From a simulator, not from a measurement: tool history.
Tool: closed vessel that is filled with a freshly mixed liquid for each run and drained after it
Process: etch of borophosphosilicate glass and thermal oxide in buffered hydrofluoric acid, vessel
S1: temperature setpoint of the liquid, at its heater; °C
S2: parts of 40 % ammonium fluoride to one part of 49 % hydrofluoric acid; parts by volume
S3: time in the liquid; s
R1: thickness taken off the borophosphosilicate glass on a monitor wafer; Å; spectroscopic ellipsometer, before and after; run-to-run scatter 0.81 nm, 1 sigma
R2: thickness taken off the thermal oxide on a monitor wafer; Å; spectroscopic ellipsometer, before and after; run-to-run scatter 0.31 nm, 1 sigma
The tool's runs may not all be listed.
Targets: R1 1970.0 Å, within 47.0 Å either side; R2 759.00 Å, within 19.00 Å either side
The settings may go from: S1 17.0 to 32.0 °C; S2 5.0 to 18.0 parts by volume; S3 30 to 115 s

run	hour	S1	S2	S3	R1	R2
1	0.0	24.0	11.0	60	1539.3	599.09
2	6.8	21.0	11.0	60	1310.3	505.47
3	7.9	22.5	11.0	60	1415.1	549.28
4	10.3	25.5	11.0	60	1665.4	643.60
5	11.7	26.0	11.0	60	1723.0	670.66
6	20.7	26.0	11.0	80	2287.9	893.14
7	28.1	25.5	11.0	80	2221.7	861.79
8	37.1	25.0	11.0	80	2151.0	839.19
9	41.5	24.5	11.0	80	2117.9	817.82
10	44.7	24.0	11.0	80	2037.0	791.73

Pick the move, out of 5, that brings all results within their allowed miss; only one does.
A	47.9	28.0	15.0	80	?	?
B	47.9	20.5	10.0	85	?	?
C	47.9	24.5	12.5	90	?	?
D	47.9	26.5	15.5	100	?	?
E	47.9	28.5	17.5	100	?	?

move	R1	R2
A	1879.5	728.75
B	1986.0	764.81
C	2099.7	811.94
D	2100.8	814.06
E	2072.2	804.07
A: pushes the last run's worst result past its target
B: every result within its allowed miss
C: misses by more than the last run did
D: misses by more than the last run did
E: misses by more than the last run did
Move B is the one to make.

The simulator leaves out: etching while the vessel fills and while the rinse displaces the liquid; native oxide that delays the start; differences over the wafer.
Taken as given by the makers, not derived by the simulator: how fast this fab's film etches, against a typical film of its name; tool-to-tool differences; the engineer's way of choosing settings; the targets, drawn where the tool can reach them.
